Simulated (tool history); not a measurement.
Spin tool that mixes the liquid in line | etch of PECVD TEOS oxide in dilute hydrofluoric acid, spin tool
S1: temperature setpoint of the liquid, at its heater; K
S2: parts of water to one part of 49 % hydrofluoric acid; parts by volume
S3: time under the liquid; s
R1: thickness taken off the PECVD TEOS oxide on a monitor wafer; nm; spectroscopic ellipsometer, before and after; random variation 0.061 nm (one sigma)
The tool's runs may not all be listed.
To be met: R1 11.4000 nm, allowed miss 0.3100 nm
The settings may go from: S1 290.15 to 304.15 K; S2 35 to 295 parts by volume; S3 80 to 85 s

{"run": 1, "hour": 0.0, "S1": 296.15, "S2": 165, "S3": 80, "R1": 9.0491}
{"run": 2, "hour": 4.9, "S1": 296.15, "S2": 165, "S3": 80, "R1": 9.0216}
{"run": 3, "hour": 10.3, "S1": 297.15, "S2": 165, "S3": 80, "R1": 9.367}
{"run": 4, "hour": 16.9, "S1": 298.15, "S2": 165, "S3": 80, "R1": 9.7518}
{"run": 5, "hour": 24.9, "S1": 296.15, "S2": 165, "S3": 80, "R1": 9.038}
{"run": 6, "hour": 25.6, "S1": 296.15, "S2": 165, "S3": 85, "R1": 9.5799}
{"run": 7, "hour": 31.2, "S1": 296.65, "S2": 165, "S3": 85, "R1": 9.8801}
{"run": 8, "hour": 33.6, "S1": 297.15, "S2": 165, "S3": 85, "R1": 10.018}
{"run": 9, "hour": 41.1, "S1": 297.65, "S2": 165, "S3": 85, "R1": 10.221}
{"run": 10, "hour": 47.7, "S1": 298.15, "S2": 165, "S3": 85, "R1": 10.341}
{"run": 11, "hour": 53.6, "S1": 298.65, "S2": 165, "S3": 85, "R1": 10.579}
{"run": 12, "hour": 61.1, "S1": 299.15, "S2": 165, "S3": 85, "R1": 10.666}
{"run": 13, "hour": 69.1, "S1": 299.65, "S2": 165, "S3": 85, "R1": 10.932}

4 next moves are on the table. One of them brings every result within its allowed miss. Which?
{"run": "A", "hour": 77.1, "S1": 302.65, "S2": 180, "S3": 80, "R1": "?"}
{"run": "B", "hour": 77.1, "S1": 300.15, "S2": 160, "S3": 80, "R1": "?"}
{"run": "C", "hour": 77.1, "S1": 299.65, "S2": 160, "S3": 85, "R1": "?"}
{"run": "D", "hour": 77.1, "S1": 298.65, "S2": 165, "S3": 85, "R1": "?"}

move=A R1=10.2570
move=B R1=10.8070
move=C R1=11.2720
move=D R1=10.4710
A: further off than the last run
B: further off than the last run
C: meets every target
D: further off than the last run
Answer: C
